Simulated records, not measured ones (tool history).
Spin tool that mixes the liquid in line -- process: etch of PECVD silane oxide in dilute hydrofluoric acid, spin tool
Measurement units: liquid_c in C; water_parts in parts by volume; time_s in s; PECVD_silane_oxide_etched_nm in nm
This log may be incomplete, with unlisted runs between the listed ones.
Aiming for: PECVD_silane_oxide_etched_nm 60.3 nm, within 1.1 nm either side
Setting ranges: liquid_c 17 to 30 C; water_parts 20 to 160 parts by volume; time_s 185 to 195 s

| run | hour | liquid_c | water_parts | time_s | PECVD_silane_oxide_etched_nm |
|---|---|---|---|---|---|
| 1 | 0 | 22 | 90 | 185 | 28.835 |
| 2 | 6.3 | 23 | 85 | 185 | 31.718 |
| 3 | 12.8 | 24 | 80 | 185 | 35.502 |
| 4 | 13.9 | 24 | 80 | 195 | 37.135 |
| 5 | 20.3 | 22.5 | 80 | 195 | 35.277 |
|  | 22.6 | thermometer replaced |
| 6 | 22.6 | 23.5 | 80 | 195 | 39.592 |
| 7 | 28.8 | 24 | 80 | 195 | 40.216 |
| 8 | 31.3 | 24.5 | 80 | 195 | 41.358 |

Exactly one of the 4 candidate moves below puts every result within its allowed miss. Which one?
| A | 33.8 | 21.5 | 50 | 185 | ? |
| B | 33.8 | 27.5 | 60 | 195 | ? |
| C | 33.8 | 25 | 55 | 195 | ? |
| D | 33.8 | 26 | 60 | 195 | ? |

| move | PECVD_silane_oxide_etched_nm |
|---|---|
| A | 57.307 |
| B | 63.457 |
| C | 63.047 |
| D | 59.768 |
A: nearer than the last run, and not there yet
B: the result that was furthest off in the last run now lies on the other side of its target
C: the result that was furthest off in the last run now lies on the other side of its target
D: meets every target
Move D is the one to make.
